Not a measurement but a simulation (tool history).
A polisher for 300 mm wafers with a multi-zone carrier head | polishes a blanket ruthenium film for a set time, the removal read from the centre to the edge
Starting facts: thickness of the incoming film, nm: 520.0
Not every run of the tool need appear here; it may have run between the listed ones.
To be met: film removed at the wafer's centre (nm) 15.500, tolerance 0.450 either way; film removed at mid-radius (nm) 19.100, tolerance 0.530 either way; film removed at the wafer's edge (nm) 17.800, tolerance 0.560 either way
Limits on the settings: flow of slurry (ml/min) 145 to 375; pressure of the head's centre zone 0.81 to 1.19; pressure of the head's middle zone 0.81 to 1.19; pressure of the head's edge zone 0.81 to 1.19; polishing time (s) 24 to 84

run,day,flow of slurry (ml/min),pressure of the head's centre zone,pressure of the head's middle zone,pressure of the head's edge zone,polishing time (s),film removed at the wafer's centre (nm),film removed at mid-radius (nm),film removed at the wafer's edge (nm)
1,0.000,240,1.00,1.00,1.00,54,32.174,32.361,32.128
2,0.362,235,0.98,1.00,0.99,51,30.370,30.954,30.502
3,0.621,225,0.96,1.00,0.98,48,27.550,28.567,28.418
4,0.825,220,0.95,1.01,0.97,46,26.237,28.186,27.029
5,1.029,275,0.95,1.01,0.97,46,26.554,28.537,27.474
6,1.358,275,0.95,1.01,1.01,46,27.115,28.700,27.237
7,1.429,270,0.94,1.01,1.00,44,25.224,26.865,26.245
8,1.517,270,0.93,1.01,1.00,42,23.454,26.100,25.199
9,1.850,275,0.93,1.01,1.00,40,22.526,24.730,24.373
10,1.950,280,0.93,1.01,0.99,38,21.663,23.362,22.868
11,2.300,210,0.83,1.02,0.89,28,14.027,17.321,15.936
12,2.671,280,0.83,1.04,0.96,28,14.209,17.799,16.483
13,3.008,280,0.83,1.04,0.97,28,14.285,17.679,16.748

5 next moves are on the table. One of them brings every result within its allowed miss. Which?
A,3.346,270,0.90,1.01,0.90,28,?,?,?
B,3.346,240,0.85,1.05,0.96,30,?,?,?
C,3.346,280,0.90,0.97,0.99,30,?,?,?
D,3.346,275,0.94,0.98,0.89,28,?,?,?
E,3.346,265,0.81,1.19,0.95,28,?,?,?

move,film removed at the wafer's centre (nm),film removed at mid-radius (nm),film removed at the wafer's edge (nm)
A,15.398,17.188,16.111
B,15.433,18.878,17.525
C,16.540,17.842,17.881
D,16.108,16.774,16.074
E,13.842,19.761,16.354
A: the furthest-off result lands on target, but another misses its tolerance
B: all results in spec
C: takes the biggest miss from the last run beyond its target
D: takes the biggest miss from the last run beyond its target
E: further off than the last run
B is the move that brings every result within its allowed miss.
